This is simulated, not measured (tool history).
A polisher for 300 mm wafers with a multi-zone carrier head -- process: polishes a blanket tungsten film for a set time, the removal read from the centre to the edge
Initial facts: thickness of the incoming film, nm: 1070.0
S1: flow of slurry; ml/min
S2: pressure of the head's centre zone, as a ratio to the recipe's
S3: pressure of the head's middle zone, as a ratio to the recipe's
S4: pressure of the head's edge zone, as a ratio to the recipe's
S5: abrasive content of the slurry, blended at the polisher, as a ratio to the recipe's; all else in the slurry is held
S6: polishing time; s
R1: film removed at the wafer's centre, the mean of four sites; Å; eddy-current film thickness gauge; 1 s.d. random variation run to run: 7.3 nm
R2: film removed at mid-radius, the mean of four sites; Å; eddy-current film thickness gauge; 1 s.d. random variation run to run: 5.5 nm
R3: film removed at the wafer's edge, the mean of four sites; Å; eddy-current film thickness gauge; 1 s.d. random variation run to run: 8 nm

| run | day | S1 | S2 | S3 | S4 | S5 | S6 | R1 | R2 | R3 |
|---|---|---|---|---|---|---|---|---|---|---|
| 1 | 0 | 320 | 1 | 1 | 1 | 1 | 56 | 3710.3 | 3980.2 | 3929.5 |
| 2 | 0.192 | 320 | 1 | 1 | 1 | 1 | 68 | 4589.9 | 4788.1 | 4931 |
| 3 | 0.479 | 320 | 1.02 | 1.02 | 1.01 | 1.05 | 68 | 4655.1 | 4882.7 | 4980.8 |
| 4 | 0.838 | 320 | 1.04 | 1.03 | 1.01 | 1.1 | 69 | 4905.2 | 5045.3 | 5167.5 |
| 5 | 1.188 | 385 | 1.04 | 1.03 | 1.01 | 1.1 | 69 | 4999.1 | 5186.9 | 5247.1 |
|  | 1.233 | centre zone pressure recalibrated |
| 6 | 1.233 | 320 | 1.04 | 1.03 | 1.01 | 1.1 | 69 | 5339.2 | 5101.7 | 5082.1 |
| 7 | 1.583 | 380 | 1.08 | 1.08 | 1.08 | 1.3 | 70 | 5974.6 | 5850.8 | 5718.6 |
| 8 | 1.825 | 380 | 1.07 | 1.08 | 1.08 | 1.3 | 70 | 6056.8 | 5881.3 | 5850.2 |

Run 9 comes next. What will it give?
| 9 | 2.025 | 380 | 1.06 | 1.08 | 1.07 | 1.3 | 70 | ? | ? | ? |

{"run 9": {"R1": 5804.2, "R2": 5896.9, "R3": 5736.9}}
